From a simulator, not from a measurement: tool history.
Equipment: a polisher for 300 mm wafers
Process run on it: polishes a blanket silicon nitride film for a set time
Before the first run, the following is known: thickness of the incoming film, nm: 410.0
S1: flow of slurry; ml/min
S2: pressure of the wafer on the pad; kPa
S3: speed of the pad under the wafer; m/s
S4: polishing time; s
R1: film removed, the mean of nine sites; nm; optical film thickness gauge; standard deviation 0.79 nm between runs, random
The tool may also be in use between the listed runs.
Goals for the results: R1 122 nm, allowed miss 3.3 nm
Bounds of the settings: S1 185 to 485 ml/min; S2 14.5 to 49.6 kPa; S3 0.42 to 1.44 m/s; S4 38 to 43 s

run 1 day=0 | S1=310 S2=31.7 S3=0.92 S4=43 | R1=71.226
run 2 day=0.196 | S1=310 S2=34.5 S3=0.92 S4=43 | R1=77.391
run 3 day=0.462 | S1=310 S2=37.2 S3=0.92 S4=43 | R1=84.307
run 4 day=0.65 | S1=310 S2=44.1 S3=0.92 S4=43 | R1=97.139
-- day=0.696 head pressure recalibrated
run 5 day=0.696 | S1=310 S2=44.1 S3=0.84 S4=43 | R1=101.61
run 6 day=0.825 | S1=310 S2=44.1 S3=0.7 S4=43 | R1=86.935
run 7 day=0.95 | S1=315 S2=44.8 S3=0.74 S4=43 | R1=92.331
run 8 day=1.017 | S1=320 S2=45.5 S3=0.78 S4=43 | R1=99.025

Consider the 5 candidate settings below. Which is the only one whose results all fall within their allowed miss of target?
run A day=1.083 | S1=300 S2=49.6 S3=1 S4=40 | R1=?
run B day=1.083 | S1=400 S2=49.6 S3=0.94 S4=43 | R1=?
run C day=1.083 | S1=305 S2=48.3 S3=0.94 S4=41 | R1=?
run D day=1.083 | S1=250 S2=39.3 S3=1.18 S4=42 | R1=?
run E day=1.083 | S1=300 S2=40 S3=0.76 S4=39 | R1=?

move=A R1=120.61
move=B R1=126.41
move=C R1=114.64
move=D R1=112.76
move=E R1=76.414
A: in spec on every target
B: takes the result that was furthest off past its target
C: nearer the targets than the last run, but a result is still out of spec
D: nearer the targets than the last run, but a result is still out of spec
E: lands further from the targets than the last run did
Correct choice: A, which meets every target
